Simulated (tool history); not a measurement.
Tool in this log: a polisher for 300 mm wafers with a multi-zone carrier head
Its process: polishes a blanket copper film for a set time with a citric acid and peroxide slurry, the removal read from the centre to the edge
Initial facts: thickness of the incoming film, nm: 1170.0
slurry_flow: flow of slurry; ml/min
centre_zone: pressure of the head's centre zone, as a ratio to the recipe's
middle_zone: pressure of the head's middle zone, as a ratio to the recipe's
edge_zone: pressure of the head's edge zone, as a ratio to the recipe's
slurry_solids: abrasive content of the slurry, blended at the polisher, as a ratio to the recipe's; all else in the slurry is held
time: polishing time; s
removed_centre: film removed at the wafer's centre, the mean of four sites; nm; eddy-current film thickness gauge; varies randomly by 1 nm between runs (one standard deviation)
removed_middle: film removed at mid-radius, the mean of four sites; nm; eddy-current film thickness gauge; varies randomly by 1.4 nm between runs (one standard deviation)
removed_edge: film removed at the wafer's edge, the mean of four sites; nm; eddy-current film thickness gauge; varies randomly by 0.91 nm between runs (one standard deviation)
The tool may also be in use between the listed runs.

run  hour  slurry_flow  centre_zone  middle_zone  edge_zone  slurry_solids  time  removed_centre  removed_middle  removed_edge
  1   0.0          225         1.00         1.00       1.00           1.00    81          135.18          137.67        138.02
  2   5.7          225         1.00         1.00       1.00           1.00    66          110.16          110.43        110.36
  3  12.8          225         1.00         1.00       1.00           0.90    66          108.65          111.43        111.40
  4  19.5          225         1.00         1.00       1.03           0.90    66          108.71          110.57        111.96
  5  23.0          220         1.00         0.98       1.02           0.85    66          107.31          108.44        110.90
  6  30.4          215         1.00         0.97       1.01           0.85    66          105.87          106.22        110.17
  7  31.4          210         1.00         0.96       1.00           0.85    66          106.87          106.29        109.25
  8  35.3          210         1.00         0.96       1.00           0.85    66          106.74          104.15        108.40
  9  41.4          200         0.99         0.96       0.99           0.85    66          103.47          103.87        106.78

Run 10 has not been measured yet. What should we expect?
 10  43.0          195         0.99         0.95       0.99           0.85    66               ?               ?             ?

Run 10 yielded removed_centre 103.04 nm, removed_middle 100.82 nm, removed_edge 107.25 nm.

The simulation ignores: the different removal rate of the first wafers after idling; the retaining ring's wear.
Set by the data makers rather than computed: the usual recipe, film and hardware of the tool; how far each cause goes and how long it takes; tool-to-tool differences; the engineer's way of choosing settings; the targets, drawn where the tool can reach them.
